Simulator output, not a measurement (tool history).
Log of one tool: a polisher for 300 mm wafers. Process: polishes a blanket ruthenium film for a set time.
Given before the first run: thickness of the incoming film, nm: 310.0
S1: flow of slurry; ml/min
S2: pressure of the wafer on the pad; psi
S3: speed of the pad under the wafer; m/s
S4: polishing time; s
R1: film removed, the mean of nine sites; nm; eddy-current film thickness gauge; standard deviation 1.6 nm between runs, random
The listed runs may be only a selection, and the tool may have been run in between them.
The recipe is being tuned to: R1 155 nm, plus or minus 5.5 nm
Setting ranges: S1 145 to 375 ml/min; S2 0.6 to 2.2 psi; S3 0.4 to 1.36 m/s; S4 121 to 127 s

run	day	S1	S2	S3	S4	R1
1	0	240	1.4	0.88	121	97.097
2	0.167	275	1.4	0.88	121	99.917
3	0.5	275	1.6	0.88	121	111.46
4	0.554	275	1.6	0.88	121	111.21
5	0.592	275	1.7	0.88	121	117.76
6	0.771	275	1.7	0.88	121	118.83
7	1.104	280	1.9	0.88	121	130.63
8	1.433	285	2.1	0.88	121	145.97

Exercise: of the 4 proposed moves below, exactly one satisfies all targets within the stated allowed misses. Which move is it?
A	1.762	280	1.8	0.94	125	?
B	1.762	275	2.1	0.84	121	?
C	1.762	375	2.1	0.86	127	?
D	1.762	280	1.7	1.04	121	?

move	R1
A	137.93
B	138.77
C	152.08
D	139.43
A: further off than the last run
B: further off than the last run
C: every result within its allowed miss
D: further off than the last run
Move C is the one to make.

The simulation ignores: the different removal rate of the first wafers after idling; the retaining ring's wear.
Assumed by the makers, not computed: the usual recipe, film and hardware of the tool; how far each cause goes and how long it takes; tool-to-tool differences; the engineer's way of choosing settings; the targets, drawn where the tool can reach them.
